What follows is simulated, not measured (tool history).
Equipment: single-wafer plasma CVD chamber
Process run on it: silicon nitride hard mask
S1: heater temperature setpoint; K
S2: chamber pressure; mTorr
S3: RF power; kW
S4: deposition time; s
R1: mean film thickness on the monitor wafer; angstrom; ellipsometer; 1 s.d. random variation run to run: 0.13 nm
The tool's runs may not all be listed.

{"run": 1, "day": 0.0, "S1": 693.15, "S2": 1270, "S3": 0.235, "S4": 48.3, "R1": 406.82}
{"run": 2, "day": 0.192, "S1": 687.15, "S2": 1270, "S3": 0.235, "S4": 48.3, "R1": 407.22}
{"run": 3, "day": 0.212, "S1": 687.15, "S2": 1320, "S3": 0.235, "S4": 48.3, "R1": 410.86}
{"run": 4, "day": 0.388, "S1": 687.15, "S2": 1320, "S3": 0.215, "S4": 48.3, "R1": 389.44}
{"run": 5, "day": 0.633, "S1": 687.15, "S2": 1110, "S3": 0.215, "S4": 48.3, "R1": 374.22}
{"run": 6, "day": 0.888, "S1": 687.15, "S2": 1200, "S3": 0.22, "S4": 48.3, "R1": 385.18}
{"run": 7, "day": 1.021, "S1": 687.15, "S2": 1200, "S3": 0.22, "S4": 48.3, "R1": 383.48}
{"run": 8, "day": 1.079, "S1": 687.15, "S2": 1280, "S3": 0.225, "S4": 48.3, "R1": 397.06}
{"run": 9, "day": 1.267, "S1": 687.15, "S2": 1350, "S3": 0.225, "S4": 48.3, "R1": 399.83}
{"run": 10, "day": 1.329, "S1": 687.15, "S2": 1400, "S3": 0.23, "S4": 48.3, "R1": 410.42}

Forecast run 11:
{"run": 11, "day": 1.442, "S1": 687.15, "S2": 1440, "S3": 0.23, "S4": 48.3, "R1": "?"}

Run 11 gave R1 413.14 angstrom.

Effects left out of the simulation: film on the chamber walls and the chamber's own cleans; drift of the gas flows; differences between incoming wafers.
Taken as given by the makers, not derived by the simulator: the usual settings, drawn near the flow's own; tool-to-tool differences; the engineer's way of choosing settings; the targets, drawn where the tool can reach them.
